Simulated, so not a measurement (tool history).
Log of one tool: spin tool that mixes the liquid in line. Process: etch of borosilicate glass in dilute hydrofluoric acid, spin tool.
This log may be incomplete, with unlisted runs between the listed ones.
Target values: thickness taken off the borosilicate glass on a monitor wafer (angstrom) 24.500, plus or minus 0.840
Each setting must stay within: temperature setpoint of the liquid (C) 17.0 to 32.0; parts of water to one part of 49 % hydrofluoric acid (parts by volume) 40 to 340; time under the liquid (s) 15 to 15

run  hour  temperature setpoint of the liquid (C)  parts of water to one part of 49 % hydrofluoric acid (parts by volume)  time under the liquid (s)  thickness taken off the borosilicate glass on a monitor wafer (angstrom)
  1   0.0                                    24.0                                                                     190                         15                                                                    28.093
  2   7.1                                    23.5                                                                     190                         15                                                                    27.219
  3  10.4                                    23.0                                                                     190                         15                                                                    26.858
  4  13.9                                    23.0                                                                     220                         15                                                                    22.663
  5  22.5                                    20.0                                                                     220                         15                                                                    19.753
  6  27.2                                    21.0                                                                     220                         15                                                                    21.059
  7  34.1                                    21.5                                                                     220                         15                                                                    21.421
  8  39.4                                    22.0                                                                     220                         15                                                                    21.713

Exercise: of the 5 proposed moves below, exactly one satisfies all targets within the stated allowed misses. Which move is it?
  A  44.7                                    18.0                                                                     215                         15                                                                         ?
  B  44.7                                    22.5                                                                     220                         15                                                                         ?
  C  44.7                                    20.5                                                                     225                         15                                                                         ?
  D  44.7                                    22.5                                                                     200                         15                                                                         ?
  E  44.7                                    24.0                                                                     225                         15                                                                         ?

move  thickness taken off the borosilicate glass on a monitor wafer (angstrom)
   A                                                                    19.401
   B                                                                    22.399
   C                                                                    20.219
   D                                                                    25.151
   E                                                                    23.023
A: the biggest miss grows against the last run
B: moves toward the targets from the last run without getting all of them in spec
C: the biggest miss grows against the last run
D: each result inside its tolerance
E: moves toward the targets from the last run without getting all of them in spec
The move that meets every target is D.
